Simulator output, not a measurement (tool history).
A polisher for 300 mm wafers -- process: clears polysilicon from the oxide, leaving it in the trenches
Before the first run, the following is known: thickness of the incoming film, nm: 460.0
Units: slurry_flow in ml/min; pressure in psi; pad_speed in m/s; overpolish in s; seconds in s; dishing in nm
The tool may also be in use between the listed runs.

Run 1, day 0.000: slurry_flow 280 ml/min, pressure 1.8 psi, pad_speed 1.12 m/s, overpolish 13 s. Result: seconds 44.954 s, dishing 60.748 nm.
Run 2, day 0.279: slurry_flow 330 ml/min, pressure 1.8 psi, pad_speed 1.12 m/s, overpolish 13 s. Result: seconds 45.583 s, dishing 61.315 nm.
Run 3, day 0.354: slurry_flow 330 ml/min, pressure 1.6 psi, pad_speed 1.12 m/s, overpolish 11 s. Result: seconds 51.356 s, dishing 55.464 nm.
Run 4, day 0.550: slurry_flow 330 ml/min, pressure 1.5 psi, pad_speed 1.12 m/s, overpolish 11 s. Result: seconds 52.873 s, dishing 53.318 nm.
Run 5, day 0.871: slurry_flow 330 ml/min, pressure 1.5 psi, pad_speed 0.90 m/s, overpolish 11 s. Result: seconds 67.257 s, dishing 48.469 nm.
Run 6, day 1.138: slurry_flow 260 ml/min, pressure 1.5 psi, pad_speed 0.90 m/s, overpolish 11 s. Result: seconds 68.418 s, dishing 45.511 nm.
Run 7, day 1.446: slurry_flow 255 ml/min, pressure 1.5 psi, pad_speed 0.90 m/s, overpolish 10 s. Result: seconds 68.767 s, dishing 43.055 nm.
Run 8, day 1.579: slurry_flow 250 ml/min, pressure 1.5 psi, pad_speed 0.90 m/s, overpolish 10 s. Result: seconds 66.904 s, dishing 42.917 nm.
Run 9, day 1.742: slurry_flow 245 ml/min, pressure 1.5 psi, pad_speed 0.90 m/s, overpolish 10 s. Result: seconds 68.395 s, dishing 42.254 nm.
Run 10, day 1.962: slurry_flow 240 ml/min, pressure 1.5 psi, pad_speed 0.90 m/s, overpolish 10 s. Result: seconds 66.493 s, dishing 43.774 nm.

What does the tool deliver on the next run?
Run 11, day 2.204: slurry_flow 245 ml/min, pressure 1.3 psi, pad_speed 0.90 m/s, overpolish 7 s. Result: seconds ?, dishing ?.

seconds: 78.072 s
dishing: 29.770 nm
